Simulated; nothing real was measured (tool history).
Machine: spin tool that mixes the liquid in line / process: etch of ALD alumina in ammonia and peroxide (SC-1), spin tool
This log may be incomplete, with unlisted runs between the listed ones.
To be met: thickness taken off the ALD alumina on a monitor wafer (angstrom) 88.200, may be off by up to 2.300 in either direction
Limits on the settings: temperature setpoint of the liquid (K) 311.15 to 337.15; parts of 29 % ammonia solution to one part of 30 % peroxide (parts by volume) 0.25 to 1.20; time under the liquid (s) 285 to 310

run,hour,temperature setpoint of the liquid (K),parts of 29 % ammonia solution to one part of 30 % peroxide (parts by volume),time under the liquid (s),thickness taken off the ALD alumina on a monitor wafer (angstrom)
1,0.0,321.15,0.95,285,155.940
2,4.1,325.15,0.95,285,194.990
3,7.0,325.15,0.95,285,195.270
4,10.6,320.65,0.90,285,149.260
5,16.0,313.65,0.90,285,99.779
6,20.0,313.15,0.90,285,98.040
7,23.5,312.65,0.90,285,95.121
8,31.5,312.15,0.90,285,92.621

Pick the move, out of 5, that brings all results within their allowed miss; only one does.
A,39.5,312.15,0.90,305,?
B,39.5,311.15,1.00,290,?
C,39.5,311.65,0.95,305,?
D,39.5,313.15,0.55,305,?
E,39.5,312.65,0.95,285,?

move,thickness taken off the ALD alumina on a monitor wafer (angstrom)
A,98.697
B,89.310
C,96.302
D,99.897
E,95.494
A: its largest miss is bigger than the last run's
B: hits every target within its allowed miss
C: its largest miss is bigger than the last run's
D: its largest miss is bigger than the last run's
E: its largest miss is bigger than the last run's
The move that meets every target is B.

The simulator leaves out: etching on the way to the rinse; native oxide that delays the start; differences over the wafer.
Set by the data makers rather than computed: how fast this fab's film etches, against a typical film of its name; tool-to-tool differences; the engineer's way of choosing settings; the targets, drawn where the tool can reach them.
